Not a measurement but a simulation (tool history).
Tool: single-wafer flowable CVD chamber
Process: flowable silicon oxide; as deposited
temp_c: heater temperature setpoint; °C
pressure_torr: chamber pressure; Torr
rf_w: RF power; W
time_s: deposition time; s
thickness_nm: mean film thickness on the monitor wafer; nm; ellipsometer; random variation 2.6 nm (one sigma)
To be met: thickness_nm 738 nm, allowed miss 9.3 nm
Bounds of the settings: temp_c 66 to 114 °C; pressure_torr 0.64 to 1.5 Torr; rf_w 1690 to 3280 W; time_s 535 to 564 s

run,hour,temp_c,pressure_torr,rf_w,time_s,thickness_nm
1,0,90,1.07,2485,564,861.85
2,6.6,81,1.07,2485,564,1154.9
3,13.7,81,0.88,2485,564,945.83
4,17.1,82,0.88,2485,564,918.96
5,24.8,82,0.88,2775,564,926.64
6,26.3,83,0.88,2775,564,906.49
7,34.6,84,0.88,2775,564,881.37
# hour 37.7: thermocouple changed; heater temperature recalibrated
8,37.7,85,0.88,2775,564,767
9,39.7,85,0.88,2775,564,770.99

4 next moves are on the table. One of them brings every result within its allowed miss. Which?
A,41.7,87,1.02,3000,535,?
B,41.7,86,0.9,2860,547,?
C,41.7,79,0.81,2630,535,?
D,41.7,88,1.02,2975,546,?

move,thickness_nm
A,800.51
B,740.6
C,811.28
D,789.4
A: further off than the last run
B: meets every target
C: further off than the last run
D: further off than the last run
Move B is the one to make.
